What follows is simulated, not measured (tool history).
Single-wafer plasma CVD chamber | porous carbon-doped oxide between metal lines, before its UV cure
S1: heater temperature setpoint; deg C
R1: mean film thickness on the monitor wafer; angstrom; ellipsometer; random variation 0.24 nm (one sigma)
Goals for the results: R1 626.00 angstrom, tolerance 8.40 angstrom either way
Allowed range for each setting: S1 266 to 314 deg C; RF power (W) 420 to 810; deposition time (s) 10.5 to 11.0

Run 1, hour 0.0: S1 290 deg C, RF power (W) 615, deposition time (s) 11.0. Result: R1 764.61 angstrom.
Run 2, hour 8.0: S1 290 deg C, RF power (W) 675, deposition time (s) 11.0. Result: R1 815.33 angstrom.
Run 3, hour 12.3: S1 283 deg C, RF power (W) 675, deposition time (s) 11.0. Result: R1 862.44 angstrom.
Run 4, hour 20.9: S1 283 deg C, RF power (W) 675, deposition time (s) 10.5. Result: R1 817.00 angstrom.
Run 5, hour 23.3: S1 283 deg C, RF power (W) 675, deposition time (s) 10.5. Result: R1 818.51 angstrom.
Run 6, hour 28.6: S1 283 deg C, RF power (W) 675, deposition time (s) 10.5. Result: R1 821.67 angstrom.
Run 7, hour 31.1: S1 288 deg C, RF power (W) 665, deposition time (s) 10.5. Result: R1 784.86 angstrom.
Run 8, hour 38.8: S1 292 deg C, RF power (W) 655, deposition time (s) 10.5. Result: R1 750.34 angstrom.
Run 9, hour 42.5: S1 295 deg C, RF power (W) 650, deposition time (s) 10.5. Result: R1 729.87 angstrom.
Run 10, hour 47.7: S1 298 deg C, RF power (W) 650, deposition time (s) 10.5. Result: R1 723.34 angstrom.
Run 11, hour 50.9: S1 300 deg C, RF power (W) 645, deposition time (s) 10.5. Result: R1 706.35 angstrom.
Run 12, hour 58.2: S1 302 deg C, RF power (W) 640, deposition time (s) 10.5. Result: R1 695.13 angstrom.
Run 13, hour 63.7: S1 304 deg C, RF power (W) 635, deposition time (s) 10.5. Result: R1 680.86 angstrom.

Exercise: of the 5 proposed moves below, exactly one satisfies all targets within the stated allowed misses. Which move is it?
Run A, hour 69.2: S1 306 deg C, RF power (W) 620, deposition time (s) 10.5. Result: R1 ?.
Run B, hour 69.2: S1 306 deg C, RF power (W) 575, deposition time (s) 10.5. Result: R1 ?.
Run C, hour 69.2: S1 304 deg C, RF power (W) 650, deposition time (s) 10.9. Result: R1 ?.
Run D, hour 69.2: S1 310 deg C, RF power (W) 750, deposition time (s) 10.9. Result: R1 ?.
Run E, hour 69.2: S1 298 deg C, RF power (W) 645, deposition time (s) 10.9. Result: R1 ?.

move      R1
   A  662.35
   B  628.88
   C  718.26
   D  762.21
   E  742.35
A: nearer the targets than the last run, but a result is still out of spec
B: hits every target within its allowed miss
C: further off than the last run
D: further off than the last run
E: further off than the last run
B meets every target.
